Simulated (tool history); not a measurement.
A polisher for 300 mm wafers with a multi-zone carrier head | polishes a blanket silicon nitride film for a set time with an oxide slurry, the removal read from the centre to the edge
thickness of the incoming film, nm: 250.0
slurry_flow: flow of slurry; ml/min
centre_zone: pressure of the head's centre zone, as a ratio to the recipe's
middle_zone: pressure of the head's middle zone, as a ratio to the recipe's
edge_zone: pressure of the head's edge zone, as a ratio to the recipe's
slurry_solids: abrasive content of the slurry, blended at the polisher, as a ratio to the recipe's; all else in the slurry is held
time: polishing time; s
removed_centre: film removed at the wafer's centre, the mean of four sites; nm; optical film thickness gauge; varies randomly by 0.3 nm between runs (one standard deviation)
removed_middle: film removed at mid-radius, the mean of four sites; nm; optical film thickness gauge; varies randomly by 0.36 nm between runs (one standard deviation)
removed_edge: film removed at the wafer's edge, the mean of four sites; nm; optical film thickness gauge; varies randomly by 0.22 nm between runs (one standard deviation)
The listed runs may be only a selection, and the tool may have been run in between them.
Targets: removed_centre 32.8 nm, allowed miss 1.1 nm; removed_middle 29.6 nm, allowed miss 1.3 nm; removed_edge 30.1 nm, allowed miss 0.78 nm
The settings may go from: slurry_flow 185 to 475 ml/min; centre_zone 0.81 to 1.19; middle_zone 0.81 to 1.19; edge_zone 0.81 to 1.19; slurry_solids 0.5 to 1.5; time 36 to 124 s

run	hour	slurry_flow	centre_zone	middle_zone	edge_zone	slurry_solids	time	removed_centre	removed_middle	removed_edge
1	0	305	1	1	1	1	79	51.977	53.121	50.923
2	6.6	305	1	1	1	1	64	42.4	43.504	40.926
3	13.6	305	1	0.97	0.98	0.9	64	39.27	39.192	38.013
4	20	305	1	0.95	0.95	0.85	64	37.909	36.834	35.72
5	23.9	305	1	0.95	0.9	0.85	64	36.967	37.221	35.036
6	28.7	305	0.97	0.95	0.9	0.85	64	36.851	36.893	35.548
7	33.6	300	0.97	0.93	0.88	0.8	64	34.733	34.08	33.254
8	39.3	290	0.97	0.92	0.87	0.8	64	34.38	34.286	33.008
9	42.2	290	0.98	0.9	0.86	0.8	64	34.844	33.169	32.436
10	49.4	285	0.98	0.89	0.85	0.8	64	35.167	33.283	32.349
11	54.7	280	0.97	0.88	0.84	0.8	64	35.022	32.561	32.193
12	60.4	280	0.97	0.87	0.83	0.8	64	34.83	32.993	31.813
13	69.3	255	0.98	0.81	0.85	0.65	64	27.739	24.891	25.859

Consider the 5 candidate settings below. Which is the only one whose results all fall within their allowed miss of target?
A	78.2	300	0.88	0.9	0.82	0.75	67	?	?	?
B	78.2	265	1.04	0.87	0.9	0.65	72	?	?	?
C	78.2	270	0.85	1.12	0.84	0.6	61	?	?	?
D	78.2	290	0.88	0.86	0.95	0.65	77	?	?	?
E	78.2	295	1.02	0.82	0.89	0.75	65	?	?	?

move	removed_centre	removed_middle	removed_edge
A	31.975	33.527	30.993
B	32.33	29.679	29.482
C	21.788	27.757	21.796
D	31.358	31.762	32.559
E	34.029	30.222	31.185
A: takes the biggest miss from the last run beyond its target
B: every result within its allowed miss
C: the biggest miss grows against the last run
D: takes the biggest miss from the last run beyond its target
E: takes the biggest miss from the last run beyond its target
B meets every target.

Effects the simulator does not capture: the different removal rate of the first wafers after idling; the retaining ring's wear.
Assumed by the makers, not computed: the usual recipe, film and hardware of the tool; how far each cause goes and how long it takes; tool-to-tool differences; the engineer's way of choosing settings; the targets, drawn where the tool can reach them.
